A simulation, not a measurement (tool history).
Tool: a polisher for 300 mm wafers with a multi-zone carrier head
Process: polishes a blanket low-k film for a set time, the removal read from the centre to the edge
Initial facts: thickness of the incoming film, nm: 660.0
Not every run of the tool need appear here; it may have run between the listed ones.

run	hour	flow of slurry (ml/min)	pressure of the head's centre zone	pressure of the head's middle zone	pressure of the head's edge zone	abrasive content of the slurry	polishing time (s)	film removed at the wafer's centre (angstrom)	film removed at mid-radius (angstrom)	film removed at the wafer's edge (angstrom)
1	0.0	180	1.00	1.00	1.00	1.00	59	342.27	333.86	335.02
2	4.4	170	0.94	1.01	0.99	0.95	59	305.39	326.32	322.95
3	13.3	200	0.94	1.01	0.99	0.95	59	315.33	331.08	343.03
4	15.6	200	0.94	1.01	0.99	1.05	59	327.21	348.08	346.54
5	18.7	230	0.94	1.01	0.99	1.05	59	335.10	353.59	353.50
6	26.6	230	0.94	1.01	0.95	1.05	59	338.15	352.41	337.71

What does the tool deliver on the next run?
7	30.6	215	0.90	1.01	0.94	0.95	59	?	?	?

film removed at the wafer's centre (angstrom): 305.22
film removed at mid-radius (angstrom): 340.82
film removed at the wafer's edge (angstrom): 329.32

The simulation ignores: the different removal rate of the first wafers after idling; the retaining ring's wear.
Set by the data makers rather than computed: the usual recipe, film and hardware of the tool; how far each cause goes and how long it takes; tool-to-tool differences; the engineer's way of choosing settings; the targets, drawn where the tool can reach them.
